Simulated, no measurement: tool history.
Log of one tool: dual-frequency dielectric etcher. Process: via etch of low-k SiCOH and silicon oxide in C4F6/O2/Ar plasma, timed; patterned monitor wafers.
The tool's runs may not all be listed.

run,day,source power (kW),bias power (kW),etch time (s),mean etch depth across the wafer (angstrom)
1,0.000,0.270,0.233,127,3658.1
2,0.183,0.290,0.236,127,3807.6
3,0.212,0.310,0.237,127,3839.6
4,0.546,0.350,0.237,127,4002.9
5,0.917,0.350,0.237,127,4006.8
6,1.025,0.360,0.244,127,4080.9

The next listed run, before its measurement:
7,1.092,0.360,0.249,127,?

mean etch depth across the wafer (angstrom): 4133.7

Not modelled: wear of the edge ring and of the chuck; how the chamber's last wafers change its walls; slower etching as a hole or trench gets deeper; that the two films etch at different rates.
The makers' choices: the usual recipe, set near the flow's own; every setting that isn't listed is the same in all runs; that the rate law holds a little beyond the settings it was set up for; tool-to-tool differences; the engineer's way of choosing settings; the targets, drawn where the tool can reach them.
